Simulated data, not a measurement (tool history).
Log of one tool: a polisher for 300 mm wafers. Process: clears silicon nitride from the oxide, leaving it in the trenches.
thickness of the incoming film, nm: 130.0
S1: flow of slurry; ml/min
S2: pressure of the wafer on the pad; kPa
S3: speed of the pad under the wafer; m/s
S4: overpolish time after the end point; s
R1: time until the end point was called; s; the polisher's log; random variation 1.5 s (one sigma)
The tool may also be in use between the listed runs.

run,hour,S1,S2,S3,S4,R1
1,0.0,130,20.0,1.14,7,137.61
2,6.0,160,20.0,1.14,7,134.21
3,7.1,160,21.4,1.16,7,120.74
4,8.0,160,22.1,1.16,7,119.91
5,13.3,160,22.1,1.16,7,118.76
6,16.0,160,19.3,1.16,7,134.56

Forecast run 7:
7,22.5,160,21.4,1.18,7,?

Run 7 gave R1 120.36 s.
